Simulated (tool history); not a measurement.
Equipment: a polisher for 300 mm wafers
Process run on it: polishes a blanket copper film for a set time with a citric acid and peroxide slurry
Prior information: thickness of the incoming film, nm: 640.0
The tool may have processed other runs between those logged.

| run | day | flow of slurry (ml/min) | pressure of the wafer on the pad (psi) | speed of the pad under the wafer (cm/s) | abrasive content of the slurry | polishing time (s) | film removed (Å) |
|---|---|---|---|---|---|---|---|
| 1 | 0 | 235 | 2.6 | 90 | 1 | 58 | 1006 |
| 2 | 0.071 | 235 | 2.5 | 90 | 1 | 58 | 983.62 |
| 3 | 0.204 | 235 | 2.4 | 90 | 1 | 58 | 944.52 |
| 4 | 0.462 | 235 | 2.4 | 90 | 0.8 | 58 | 895.23 |
| 5 | 0.704 | 235 | 2.9 | 90 | 0.8 | 58 | 1093.1 |
| 6 | 1.058 | 235 | 2.9 | 100 | 0.8 | 58 | 1207.9 |
| 7 | 1.096 | 235 | 2.7 | 100 | 0.8 | 58 | 1153.5 |

Run 8 is up next; what results do you expect?
| 8 | 1.296 | 235 | 2.5 | 100 | 0.8 | 58 | ? |

Run 8 yielded film removed (Å) 1048.6.

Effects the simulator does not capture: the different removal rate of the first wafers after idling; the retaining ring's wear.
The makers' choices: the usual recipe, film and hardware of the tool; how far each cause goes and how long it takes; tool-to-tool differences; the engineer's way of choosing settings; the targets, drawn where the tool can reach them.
